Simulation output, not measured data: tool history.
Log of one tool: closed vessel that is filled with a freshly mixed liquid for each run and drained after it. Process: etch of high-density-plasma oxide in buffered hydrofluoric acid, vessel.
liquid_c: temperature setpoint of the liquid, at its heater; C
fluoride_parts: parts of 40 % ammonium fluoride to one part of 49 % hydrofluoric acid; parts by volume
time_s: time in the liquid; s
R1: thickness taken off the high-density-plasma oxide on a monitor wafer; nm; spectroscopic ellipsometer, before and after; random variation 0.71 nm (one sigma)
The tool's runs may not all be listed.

Run 1, hour 0: liquid_c 22 C, fluoride_parts 12.5 parts by volume, time_s 90 s. Result: R1 86.25 nm.
Run 2, hour 1.7: liquid_c 22 C, fluoride_parts 12.5 parts by volume, time_s 90 s. Result: R1 88.222 nm.
Run 3, hour 9.3: liquid_c 21 C, fluoride_parts 12.5 parts by volume, time_s 90 s. Result: R1 82.349 nm.
Run 4, hour 13.8: liquid_c 22 C, fluoride_parts 12.5 parts by volume, time_s 90 s. Result: R1 87.952 nm.
Run 5, hour 15.6: liquid_c 22 C, fluoride_parts 10 parts by volume, time_s 90 s. Result: R1 108.86 nm.
Run 6, hour 19.9: liquid_c 20.5 C, fluoride_parts 10.5 parts by volume, time_s 90 s. Result: R1 93.534 nm.
Run 7, hour 25.8: liquid_c 19.5 C, fluoride_parts 10.5 parts by volume, time_s 90 s. Result: R1 90.383 nm.
Run 8, hour 31.5: liquid_c 19 C, fluoride_parts 10.5 parts by volume, time_s 90 s. Result: R1 87.271 nm.
Run 9, hour 33.3: liquid_c 18.5 C, fluoride_parts 10.5 parts by volume, time_s 90 s. Result: R1 84.218 nm.
Run 10, hour 41.9: liquid_c 18 C, fluoride_parts 10.5 parts by volume, time_s 90 s. Result: R1 83.798 nm.

The next listed run, before its measurement:
Run 11, hour 46.2: liquid_c 18 C, fluoride_parts 10.5 parts by volume, time_s 90 s. Result: R1 ?.

Run 11 gave R1 82.692 nm.
